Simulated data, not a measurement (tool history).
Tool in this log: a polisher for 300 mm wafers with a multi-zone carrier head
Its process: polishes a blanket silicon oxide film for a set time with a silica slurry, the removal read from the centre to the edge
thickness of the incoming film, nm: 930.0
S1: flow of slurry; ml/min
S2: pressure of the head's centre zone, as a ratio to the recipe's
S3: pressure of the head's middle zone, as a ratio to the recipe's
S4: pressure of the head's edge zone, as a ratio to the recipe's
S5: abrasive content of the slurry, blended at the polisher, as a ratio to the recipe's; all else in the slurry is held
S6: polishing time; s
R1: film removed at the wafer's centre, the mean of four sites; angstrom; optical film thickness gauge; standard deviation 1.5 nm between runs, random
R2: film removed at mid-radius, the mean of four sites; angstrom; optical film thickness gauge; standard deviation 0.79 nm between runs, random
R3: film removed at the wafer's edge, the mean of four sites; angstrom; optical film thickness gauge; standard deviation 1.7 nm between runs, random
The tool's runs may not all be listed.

{"run": 1, "hour": 0.0, "S1": 205, "S2": 1.0, "S3": 1.0, "S4": 1.0, "S5": 1.0, "S6": 70, "R1": 1706.9, "R2": 1865.0, "R3": 1933.6}
{"run": 2, "hour": 0.8, "S1": 205, "S2": 1.0, "S3": 1.0, "S4": 1.0, "S5": 0.85, "S6": 70, "R1": 1603.0, "R2": 1752.6, "R3": 1808.5}
{"run": 3, "hour": 5.8, "S1": 195, "S2": 0.99, "S3": 0.96, "S4": 0.96, "S5": 0.75, "S6": 69, "R1": 1437.3, "R2": 1596.8, "R3": 1661.9}
{"run": 4, "hour": 14.0, "S1": 190, "S2": 1.01, "S3": 0.92, "S4": 0.93, "S5": 0.7, "S6": 68, "R1": 1411.0, "R2": 1466.6, "R3": 1589.6}
{"run": 5, "hour": 18.9, "S1": 185, "S2": 1.02, "S3": 0.9, "S4": 0.9, "S5": 0.65, "S6": 68, "R1": 1397.5, "R2": 1397.8, "R3": 1463.7}
{"run": 6, "hour": 22.1, "S1": 185, "S2": 1.05, "S3": 0.9, "S4": 0.9, "S5": 0.65, "S6": 68, "R1": 1425.8, "R2": 1400.1, "R3": 1488.3}
{"run": 7, "hour": 27.7, "S1": 175, "S2": 1.03, "S3": 0.88, "S4": 0.88, "S5": 0.65, "S6": 68, "R1": 1405.8, "R2": 1367.6, "R3": 1480.9}

Run 8 has not been measured yet. What should we expect?
{"run": 8, "hour": 34.4, "S1": 175, "S2": 1.02, "S3": 0.87, "S4": 0.87, "S5": 0.6, "S6": 68, "R1": "?", "R2": "?", "R3": "?"}

R1: 1348.8 angstrom
R2: 1309.2 angstrom
R3: 1428.3 angstrom
